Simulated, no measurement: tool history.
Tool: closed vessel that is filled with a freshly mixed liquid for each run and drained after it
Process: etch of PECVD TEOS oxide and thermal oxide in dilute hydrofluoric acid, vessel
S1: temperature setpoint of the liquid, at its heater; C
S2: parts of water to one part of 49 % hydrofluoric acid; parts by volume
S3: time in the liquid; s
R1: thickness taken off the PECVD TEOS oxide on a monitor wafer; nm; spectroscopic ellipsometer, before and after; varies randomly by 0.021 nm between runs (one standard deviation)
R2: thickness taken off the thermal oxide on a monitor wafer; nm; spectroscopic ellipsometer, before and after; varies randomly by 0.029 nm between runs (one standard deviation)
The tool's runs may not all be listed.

run	hour	S1	S2	S3	R1	R2
1	0.0	20.0	220	110	6.5203	2.0019
2	2.2	20.0	220	155	9.2087	2.8133
3	5.2	20.0	220	185	10.9730	3.2848
4	12.8	22.5	220	185	11.9870	3.6660
5	13.7	21.5	250	185	9.8499	2.9913
6	18.8	20.5	270	185	8.6743	2.6450
7	20.8	20.0	285	185	7.9677	2.4591

The next listed run, before its measurement:
8	28.3	19.5	300	185	?	?

R1: 7.3567 nm
R2: 2.2935 nm

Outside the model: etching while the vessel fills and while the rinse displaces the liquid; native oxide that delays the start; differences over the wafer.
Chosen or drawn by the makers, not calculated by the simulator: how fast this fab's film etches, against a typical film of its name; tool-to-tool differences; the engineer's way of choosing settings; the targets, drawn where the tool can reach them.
